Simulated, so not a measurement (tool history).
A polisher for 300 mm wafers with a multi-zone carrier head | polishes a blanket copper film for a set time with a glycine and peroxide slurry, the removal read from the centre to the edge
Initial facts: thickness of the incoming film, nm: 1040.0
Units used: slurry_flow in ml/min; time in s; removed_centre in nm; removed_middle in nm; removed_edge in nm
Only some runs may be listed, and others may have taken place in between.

run	hour	slurry_flow	centre_zone	middle_zone	edge_zone	time	removed_centre	removed_middle	removed_edge
1	0	255	1	1	1	43	292.93	281.72	290.07
2	1.6	265	1.02	1	1	44	306.37	288.47	294.88
3	8.7	265	1.02	1	1	50	342.22	325	339.22
4	12.4	315	1.02	1	1	50	349.7	332.85	343.23
5	19.5	320	1.04	1	0.99	51	366.2	338.62	347.02
6	26.9	325	1.06	1	0.99	52	380.19	349.69	355.31

Expected results for the next run?
7	35.5	330	1.07	0.99	0.99	53	?	?	?

removed_centre: 391.37 nm
removed_middle: 349.24 nm
removed_edge: 361.38 nm
